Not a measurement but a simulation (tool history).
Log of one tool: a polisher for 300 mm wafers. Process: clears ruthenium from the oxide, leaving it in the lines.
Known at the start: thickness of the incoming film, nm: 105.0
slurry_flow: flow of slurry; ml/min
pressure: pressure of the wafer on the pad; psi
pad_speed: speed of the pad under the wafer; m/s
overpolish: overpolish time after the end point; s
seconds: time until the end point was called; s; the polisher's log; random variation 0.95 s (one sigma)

run,hour,slurry_flow,pressure,pad_speed,overpolish,seconds
1,0.0,165,2.4,0.80,6,77.228
2,2.7,160,2.3,0.80,6,80.437
3,11.2,160,2.0,0.80,6,90.196
4,14.2,155,1.9,0.80,6,96.445
5,19.4,150,1.9,0.80,6,96.350
6,20.0,150,1.9,0.80,5,96.869

Forecast run 7:
7,23.6,145,1.9,0.80,5,?

{"run 7": {"seconds": 97.058}}

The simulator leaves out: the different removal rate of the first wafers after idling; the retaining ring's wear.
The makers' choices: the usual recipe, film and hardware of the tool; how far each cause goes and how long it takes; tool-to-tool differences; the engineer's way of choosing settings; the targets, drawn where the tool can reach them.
